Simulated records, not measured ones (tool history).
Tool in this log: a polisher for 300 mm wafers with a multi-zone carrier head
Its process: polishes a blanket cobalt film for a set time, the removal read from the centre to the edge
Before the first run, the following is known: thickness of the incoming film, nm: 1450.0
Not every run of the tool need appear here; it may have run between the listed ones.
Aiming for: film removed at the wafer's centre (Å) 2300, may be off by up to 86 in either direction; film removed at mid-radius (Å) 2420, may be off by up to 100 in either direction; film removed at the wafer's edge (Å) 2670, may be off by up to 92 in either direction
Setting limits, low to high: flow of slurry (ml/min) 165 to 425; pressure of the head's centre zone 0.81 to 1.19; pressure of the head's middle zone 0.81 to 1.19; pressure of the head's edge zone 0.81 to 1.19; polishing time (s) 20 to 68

run,hour,flow of slurry (ml/min),pressure of the head's centre zone,pressure of the head's middle zone,pressure of the head's edge zone,polishing time (s),film removed at the wafer's centre (Å),film removed at mid-radius (Å),film removed at the wafer's edge (Å)
1,0,275,1,1,1,44,2861.5,2935.5,2917.8
2,3,275,1,1,1.06,44,2908.4,2931,2941.4
3,3.9,270,0.98,0.98,1.06,43,2774.4,2733,2876.4
4,7.2,235,0.98,0.98,1.06,43,2779.2,2723.7,2782.7
5,15.8,235,0.98,0.95,1.06,43,2776.8,2708.5,2894.7
6,17.9,235,0.94,0.95,1.06,43,2599.8,2694.6,2837.4
7,18.8,235,0.94,0.95,1.06,43,2581.5,2687.5,2868.2
8,23.4,230,0.94,0.95,1.06,43,2590.4,2712.4,2821
9,31.3,230,0.94,0.95,1.06,43,2566.5,2728.7,2847.3
10,38.9,230,0.94,0.94,1.06,42,2486,2568.1,2766

Pick the move, out of 4, that brings all results within their allowed miss; only one does.
A,46.5,195,0.95,0.98,1.05,39,?,?,?
B,46.5,175,1.05,1,1.06,39,?,?,?
C,46.5,330,1.09,1.05,1.14,38,?,?,?
D,46.5,185,0.9,0.9,1.01,42,?,?,?

move,film removed at the wafer's centre (Å),film removed at mid-radius (Å),film removed at the wafer's edge (Å)
A,2305.2,2408.6,2541.4
B,2492.3,2399.2,2510.3
C,2785.6,2661.8,2671.3
D,2324.4,2393.4,2689.7
A: gets the furthest-off result to its target, but another result is out of tolerance
B: roughly where the last run was
C: misses by more than the last run did
D: every result within its allowed miss
D meets every target.
